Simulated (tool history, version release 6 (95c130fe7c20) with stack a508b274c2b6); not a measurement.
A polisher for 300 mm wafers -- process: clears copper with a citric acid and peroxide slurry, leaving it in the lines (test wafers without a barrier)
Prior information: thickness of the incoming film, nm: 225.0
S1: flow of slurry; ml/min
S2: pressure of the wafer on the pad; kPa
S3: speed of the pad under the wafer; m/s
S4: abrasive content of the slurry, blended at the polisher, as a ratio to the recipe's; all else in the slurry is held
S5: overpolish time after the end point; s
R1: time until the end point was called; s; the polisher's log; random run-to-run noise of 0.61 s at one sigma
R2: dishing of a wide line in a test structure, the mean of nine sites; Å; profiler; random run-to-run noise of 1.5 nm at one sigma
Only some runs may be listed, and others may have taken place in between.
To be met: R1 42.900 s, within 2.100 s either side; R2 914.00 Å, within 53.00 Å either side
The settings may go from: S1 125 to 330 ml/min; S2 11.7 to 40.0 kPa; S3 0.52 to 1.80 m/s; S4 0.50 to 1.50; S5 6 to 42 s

run,hour,S1,S2,S3,S4,S5,R1,R2
1,0.0,210,25.5,1.16,1.00,21,85.878,401.58
2,2.5,190,25.5,1.16,1.00,21,86.827,397.01
3,8.3,190,25.5,0.90,1.00,21,107.710,325.02
4,11.7,190,25.5,0.66,1.00,21,145.850,251.93
5,13.7,190,25.5,0.52,1.00,21,184.180,194.17
6,20.7,190,25.5,0.52,1.00,16,181.280,157.53
7,26.2,190,26.9,0.66,1.00,17,137.490,220.77
8,34.0,190,29.0,0.74,1.00,18,118.050,266.63
9,36.8,190,30.3,0.82,1.00,19,100.420,323.22
10,45.1,190,31.7,0.88,1.00,20,89.645,360.71
11,52.9,190,32.4,0.96,1.00,21,79.739,419.85
# hour 59.0: worn pad replaced by a new one
12,59.0,190,33.1,1.02,1.00,22,67.276,506.33
13,66.8,190,33.8,1.04,1.00,23,62.999,559.36
14,68.1,190,34.5,1.06,1.00,24,62.175,564.53
15,74.6,190,35.2,1.08,1.00,25,60.561,619.32
16,79.2,190,35.9,1.10,1.00,25,57.843,637.39
17,86.6,190,36.5,1.12,1.00,25,56.266,655.69

Pick the move, out of 5, that brings all results within their allowed miss; only one does.
A,94.0,215,37.9,0.88,0.85,25,?,?
B,94.0,165,40.0,1.40,0.85,26,?,?
C,94.0,175,37.9,1.40,1.05,32,?,?
D,94.0,170,37.9,1.18,0.90,20,?,?
E,94.0,260,39.3,1.38,1.20,13,?,?

move,R1,R2
A,70.274,558.90
B,43.661,811.97
C,43.379,923.63
D,53.392,581.30
E,39.592,524.98
A: further off than the last run
B: brings the result that was furthest off to its target, and leaves another outside
C: every result lands within tolerance
D: just as far off the targets as the last run
E: takes the result that was furthest off past its target
The right move is C.
